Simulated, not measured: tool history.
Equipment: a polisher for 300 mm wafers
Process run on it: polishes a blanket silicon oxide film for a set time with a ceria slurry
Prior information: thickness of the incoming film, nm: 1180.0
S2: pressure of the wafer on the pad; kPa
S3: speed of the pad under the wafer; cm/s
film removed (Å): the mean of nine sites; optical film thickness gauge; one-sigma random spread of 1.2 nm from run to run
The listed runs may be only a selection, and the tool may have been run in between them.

Run 1, hour 0: flow of slurry (ml/min) 270, S2 29 kPa, S3 94 cm/s, polishing time (s) 46. Result: film removed (Å) 2079.2.
Run 2, hour 7.2: flow of slurry (ml/min) 270, S2 29 kPa, S3 114 cm/s, polishing time (s) 46. Result: film removed (Å) 2468.4.
Run 3, hour 15.5: flow of slurry (ml/min) 215, S2 29 kPa, S3 114 cm/s, polishing time (s) 46. Result: film removed (Å) 2424.3.
Run 4, hour 22.3: flow of slurry (ml/min) 215, S2 29 kPa, S3 124 cm/s, polishing time (s) 46. Result: film removed (Å) 2627.3.
Run 5, hour 25.2: flow of slurry (ml/min) 215, S2 26.2 kPa, S3 122 cm/s, polishing time (s) 46. Result: film removed (Å) 2325.9.
Run 6, hour 30.9: flow of slurry (ml/min) 215, S2 26.2 kPa, S3 122 cm/s, polishing time (s) 41. Result: film removed (Å) 2054.6.
Run 7, hour 34.5: flow of slurry (ml/min) 215, S2 24.1 kPa, S3 122 cm/s, polishing time (s) 41. Result: film removed (Å) 1921.3.
Run 8, hour 42.3: flow of slurry (ml/min) 215, S2 22.8 kPa, S3 122 cm/s, polishing time (s) 41. Result: film removed (Å) 1800.1.
Run 9, hour 43.1: flow of slurry (ml/min) 215, S2 21.4 kPa, S3 122 cm/s, polishing time (s) 41. Result: film removed (Å) 1708.7.

What will run 10 give?
Run 10, hour 50.7: flow of slurry (ml/min) 215, S2 20 kPa, S3 122 cm/s, polishing time (s) 41. Result: film removed (Å) ?.

{"run 10": {"film removed (Å)": 1618.4}}
